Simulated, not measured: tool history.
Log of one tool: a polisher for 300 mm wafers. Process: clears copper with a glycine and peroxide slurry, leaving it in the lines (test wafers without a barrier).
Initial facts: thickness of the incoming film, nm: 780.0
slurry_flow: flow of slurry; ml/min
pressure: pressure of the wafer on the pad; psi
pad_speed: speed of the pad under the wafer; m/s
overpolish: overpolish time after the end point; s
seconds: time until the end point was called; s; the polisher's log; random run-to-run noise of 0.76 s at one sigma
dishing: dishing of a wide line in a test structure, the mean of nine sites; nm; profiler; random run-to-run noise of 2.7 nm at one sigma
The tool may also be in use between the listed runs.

run,hour,slurry_flow,pressure,pad_speed,overpolish,seconds,dishing
1,0,300,3.2,1.08,13,104.35,64.326
2,7.2,340,3.2,1.08,13,102.99,64.304
3,11.5,340,3.8,1.08,13,88.358,72.617
4,20.3,340,4,1.08,15,84.337,83.116
5,21.1,340,4,1.08,9,84.313,58.387
6,29.1,340,3.3,1.08,9,100.53,47.975

Run 7 is up next; what results do you expect?
7,34.2,335,3.6,1.08,12,?,?

{"run 7": {"seconds": 92.654, "dishing": 65.565}}

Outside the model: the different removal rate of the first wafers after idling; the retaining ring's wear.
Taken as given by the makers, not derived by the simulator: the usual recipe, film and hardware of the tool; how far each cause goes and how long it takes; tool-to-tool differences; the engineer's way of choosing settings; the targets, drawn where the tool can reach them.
